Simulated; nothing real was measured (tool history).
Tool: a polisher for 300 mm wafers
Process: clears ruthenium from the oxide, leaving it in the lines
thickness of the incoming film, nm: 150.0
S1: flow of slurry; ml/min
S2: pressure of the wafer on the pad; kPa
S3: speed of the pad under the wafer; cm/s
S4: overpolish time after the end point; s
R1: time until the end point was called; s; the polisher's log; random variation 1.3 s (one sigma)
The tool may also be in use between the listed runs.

run,hour,S1,S2,S3,S4,R1
1,0.0,210,17.9,84,33,126.360
2,7.3,210,20.7,86,33,111.520
3,14.7,210,17.9,86,33,122.110
4,16.9,210,17.9,68,33,154.260
# hour 18.8: head pressure recalibrated
5,18.8,210,17.9,90,33,120.840
6,19.5,210,20.7,92,33,111.880
7,28.3,215,22.1,102,33,91.918

Run 8 comes next. What will it give?
8,30.9,215,23.4,104,33,?

{"run 8": {"R1": 85.184}}
